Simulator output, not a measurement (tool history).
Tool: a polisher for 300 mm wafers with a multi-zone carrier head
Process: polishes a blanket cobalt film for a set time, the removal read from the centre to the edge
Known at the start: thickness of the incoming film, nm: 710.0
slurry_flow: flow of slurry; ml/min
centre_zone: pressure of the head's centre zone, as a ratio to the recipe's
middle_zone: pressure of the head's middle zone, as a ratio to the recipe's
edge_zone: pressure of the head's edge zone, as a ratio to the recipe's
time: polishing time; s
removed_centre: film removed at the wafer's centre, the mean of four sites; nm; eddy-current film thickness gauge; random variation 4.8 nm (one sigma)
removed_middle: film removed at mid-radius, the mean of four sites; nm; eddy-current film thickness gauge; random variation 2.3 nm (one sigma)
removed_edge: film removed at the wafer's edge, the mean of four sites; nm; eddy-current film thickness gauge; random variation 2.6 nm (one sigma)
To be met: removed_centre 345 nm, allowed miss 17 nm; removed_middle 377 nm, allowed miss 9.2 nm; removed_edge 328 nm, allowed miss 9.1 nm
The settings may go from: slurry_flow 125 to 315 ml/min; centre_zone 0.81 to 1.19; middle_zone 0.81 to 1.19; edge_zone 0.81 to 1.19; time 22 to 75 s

{"run": 1, "day": 0.0, "slurry_flow": 205, "centre_zone": 1, "middle_zone": 1, "edge_zone": 1, "time": 48, "removed_centre": 263.14, "removed_middle": 263.4, "removed_edge": 239.35}
{"run": 2, "day": 0.162, "slurry_flow": 215, "centre_zone": 1.01, "middle_zone": 1.03, "edge_zone": 1.04, "time": 50, "removed_centre": 277.44, "removed_middle": 284.88, "removed_edge": 255.84}
{"run": 3, "day": 0.362, "slurry_flow": 225, "centre_zone": 1.02, "middle_zone": 1.05, "edge_zone": 1.07, "time": 52, "removed_centre": 298.07, "removed_middle": 300.79, "removed_edge": 265.78}
{"run": 4, "day": 0.433, "slurry_flow": 225, "centre_zone": 1.02, "middle_zone": 1.05, "edge_zone": 1.07, "time": 57, "removed_centre": 324.55, "removed_middle": 331.98, "removed_edge": 292.82}
{"run": 5, "day": 0.604, "slurry_flow": 225, "centre_zone": 1.02, "middle_zone": 1.05, "edge_zone": 1.07, "time": 68, "removed_centre": 388.07, "removed_middle": 394.71, "removed_edge": 350.67}
{"run": 6, "day": 0.65, "slurry_flow": 215, "centre_zone": 1.01, "middle_zone": 1.05, "edge_zone": 1.05, "time": 68, "removed_centre": 370.49, "removed_middle": 392.3, "removed_edge": 353.96}
{"run": 7, "day": 0.817, "slurry_flow": 215, "centre_zone": 1.01, "middle_zone": 1.05, "edge_zone": 1.03, "time": 67, "removed_centre": 374.92, "removed_middle": 384.18, "removed_edge": 339.92}
{"run": 8, "day": 0.846, "slurry_flow": 210, "centre_zone": 1, "middle_zone": 1.05, "edge_zone": 1.02, "time": 67, "removed_centre": 363.69, "removed_middle": 380, "removed_edge": 333.17}
{"day": 0.95, "done": "edge zone pressure recalibrated"}
{"run": 9, "day": 0.95, "slurry_flow": 205, "centre_zone": 0.99, "middle_zone": 1.05, "edge_zone": 1.02, "time": 67, "removed_centre": 370.13, "removed_middle": 379.22, "removed_edge": 359.09}
{"run": 10, "day": 1.092, "slurry_flow": 220, "centre_zone": 0.98, "middle_zone": 1.06, "edge_zone": 1.01, "time": 66, "removed_centre": 367.4, "removed_middle": 380.35, "removed_edge": 349.61}
{"run": 11, "day": 1.288, "slurry_flow": 210, "centre_zone": 0.99, "middle_zone": 1.07, "edge_zone": 1.02, "time": 66, "removed_centre": 361.92, "removed_middle": 385.37, "removed_edge": 352.58}
{"run": 12, "day": 1.388, "slurry_flow": 205, "centre_zone": 1, "middle_zone": 1.08, "edge_zone": 1.01, "time": 65, "removed_centre": 355.1, "removed_middle": 382.89, "removed_edge": 346.09}

5 next moves are on the table. One of them brings every result within its allowed miss. Which?
{"run": "A", "day": 1.488, "slurry_flow": 215, "centre_zone": 0.97, "middle_zone": 1.06, "edge_zone": 1.03, "time": 66, "removed_centre": "?", "removed_middle": "?", "removed_edge": "?"}
{"run": "B", "day": 1.488, "slurry_flow": 190, "centre_zone": 1.04, "middle_zone": 1.15, "edge_zone": 1.01, "time": 62, "removed_centre": "?", "removed_middle": "?", "removed_edge": "?"}
{"run": "C", "day": 1.488, "slurry_flow": 190, "centre_zone": 0.93, "middle_zone": 0.98, "edge_zone": 1.03, "time": 69, "removed_centre": "?", "removed_middle": "?", "removed_edge": "?"}
{"run": "D", "day": 1.488, "slurry_flow": 175, "centre_zone": 0.91, "middle_zone": 1.05, "edge_zone": 1.04, "time": 69, "removed_centre": "?", "removed_middle": "?", "removed_edge": "?"}
{"run": "E", "day": 1.488, "slurry_flow": 130, "centre_zone": 0.85, "middle_zone": 0.99, "edge_zone": 1.1, "time": 73, "removed_centre": "?", "removed_middle": "?", "removed_edge": "?"}

move=A removed_centre=356.06 removed_middle=382.22 removed_edge=353.99
move=B removed_centre=349.11 removed_middle=378.6 removed_edge=325.51
move=C removed_centre=353.57 removed_middle=369.48 removed_edge=366.54
move=D removed_centre=343.52 removed_middle=387 removed_edge=365.21
move=E removed_centre=328.22 removed_middle=374.76 removed_edge=386.13
A: further off than the last run
B: meets every target
C: further off than the last run
D: further off than the last run
E: further off than the last run
Move B is the one to make.
